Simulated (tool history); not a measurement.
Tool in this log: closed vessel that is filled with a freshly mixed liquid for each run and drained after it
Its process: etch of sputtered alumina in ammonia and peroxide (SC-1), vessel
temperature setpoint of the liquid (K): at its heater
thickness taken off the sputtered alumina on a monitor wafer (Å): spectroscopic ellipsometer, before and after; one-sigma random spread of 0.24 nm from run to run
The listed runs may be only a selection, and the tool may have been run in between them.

run,hour,temperature setpoint of the liquid (K),parts of 29 % ammonia solution to one part of 30 % peroxide (parts by volume),time in the liquid (s),thickness taken off the sputtered alumina on a monitor wafer (Å)
1,0.0,324.15,0.85,275,186.91
2,1.5,328.65,0.85,275,236.42
3,10.3,325.15,0.85,275,196.66
4,17.5,327.65,0.85,275,225.10
5,21.2,323.15,0.85,275,174.91
6,29.3,323.15,0.85,275,177.16
7,35.1,326.15,0.85,275,208.04
8,42.5,328.15,0.85,275,230.60
9,44.6,329.65,0.85,275,250.48
10,45.8,330.65,0.85,275,266.02
11,47.8,331.15,0.85,275,276.22
12,55.8,331.65,0.85,275,278.94
13,59.7,332.15,0.85,275,288.94

Expected results for the next run?
14,65.9,332.65,0.85,275,?

thickness taken off the sputtered alumina on a monitor wafer (Å): 288.09
